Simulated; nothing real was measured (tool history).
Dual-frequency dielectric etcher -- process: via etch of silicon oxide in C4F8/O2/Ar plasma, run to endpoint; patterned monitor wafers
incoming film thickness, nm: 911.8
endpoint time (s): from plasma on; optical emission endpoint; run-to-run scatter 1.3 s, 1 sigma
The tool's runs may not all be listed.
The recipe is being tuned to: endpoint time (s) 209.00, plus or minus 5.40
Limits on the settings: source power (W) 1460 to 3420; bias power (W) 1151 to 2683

run 1 hour=0.0 | source_power_(W)=2440 bias_power_(W)=1917 | endpoint_time_(s)=174.33
run 2 hour=8.0 | source_power_(W)=2230 bias_power_(W)=1842 | endpoint_time_(s)=180.96
run 3 hour=15.7 | source_power_(W)=2050 bias_power_(W)=1755 | endpoint_time_(s)=190.84
run 4 hour=17.6 | source_power_(W)=2050 bias_power_(W)=1967 | endpoint_time_(s)=187.82
run 5 hour=21.0 | source_power_(W)=2050 bias_power_(W)=1749 | endpoint_time_(s)=192.45
run 6 hour=22.5 | source_power_(W)=1960 bias_power_(W)=1729 | endpoint_time_(s)=193.18
run 7 hour=28.9 | source_power_(W)=1860 bias_power_(W)=1704 | endpoint_time_(s)=200.83
run 8 hour=32.8 | source_power_(W)=1820 bias_power_(W)=1695 | endpoint_time_(s)=199.59
run 9 hour=37.3 | source_power_(W)=1760 bias_power_(W)=1680 | endpoint_time_(s)=203.28

Exercise: of the 5 proposed moves below, exactly one satisfies all targets within the stated allowed misses. Which move is it?
run A hour=41.8 | source_power_(W)=2270 bias_power_(W)=1410 | endpoint_time_(s)=?
run B hour=41.8 | source_power_(W)=1800 bias_power_(W)=1380 | endpoint_time_(s)=?
run C hour=41.8 | source_power_(W)=1750 bias_power_(W)=1872 | endpoint_time_(s)=?
run D hour=41.8 | source_power_(W)=1690 bias_power_(W)=2058 | endpoint_time_(s)=?
run E hour=41.8 | source_power_(W)=2050 bias_power_(W)=1642 | endpoint_time_(s)=?

move=A endpoint_time_(s)=191.95
move=B endpoint_time_(s)=209.20
move=C endpoint_time_(s)=198.11
move=D endpoint_time_(s)=196.18
move=E endpoint_time_(s)=192.97
A: its largest miss is bigger than the last run's
B: every result within its allowed miss
C: its largest miss is bigger than the last run's
D: its largest miss is bigger than the last run's
E: its largest miss is bigger than the last run's
The right move is B.
